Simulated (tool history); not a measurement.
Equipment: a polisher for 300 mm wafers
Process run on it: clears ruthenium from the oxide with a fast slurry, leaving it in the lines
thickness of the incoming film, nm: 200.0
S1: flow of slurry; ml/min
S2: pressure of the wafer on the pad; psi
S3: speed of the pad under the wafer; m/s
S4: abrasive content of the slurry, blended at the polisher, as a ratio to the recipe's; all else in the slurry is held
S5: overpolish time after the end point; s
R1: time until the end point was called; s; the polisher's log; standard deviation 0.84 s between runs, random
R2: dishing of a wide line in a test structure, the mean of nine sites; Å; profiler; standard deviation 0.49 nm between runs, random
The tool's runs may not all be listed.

Run 1, hour 0.0: S1 140 ml/min, S2 1.7 psi, S3 0.94 m/s, S4 1.0, S5 12 s. Result: R1 105.140 s, R2 226.33 Å.
Run 2, hour 7.5: S1 140 ml/min, S2 1.7 psi, S3 0.94 m/s, S4 1.0, S5 16 s. Result: R1 104.960 s, R2 277.53 Å.
Run 3, hour 10.3: S1 145 ml/min, S2 1.8 psi, S3 0.94 m/s, S4 1.0, S5 15 s. Result: R1 99.506 s, R2 287.67 Å.
Run 4, hour 13.1: S1 145 ml/min, S2 1.9 psi, S3 0.94 m/s, S4 1.0, S5 14 s. Result: R1 90.510 s, R2 282.20 Å.
Run 5, hour 13.7: S1 145 ml/min, S2 1.9 psi, S3 0.94 m/s, S4 1.0, S5 9 s. Result: R1 92.791 s, R2 185.36 Å.
Run 6, hour 18.9: S1 145 ml/min, S2 1.9 psi, S3 1.12 m/s, S4 1.0, S5 9 s. Result: R1 79.239 s, R2 214.82 Å.

For run 7, what comes out?
Run 7, hour 26.9: S1 150 ml/min, S2 2.1 psi, S3 1.12 m/s, S4 1.0, S5 9 s. Result: R1 ?, R2 ?.

Run 7 gave R1 70.995 s, R2 239.24 Å.
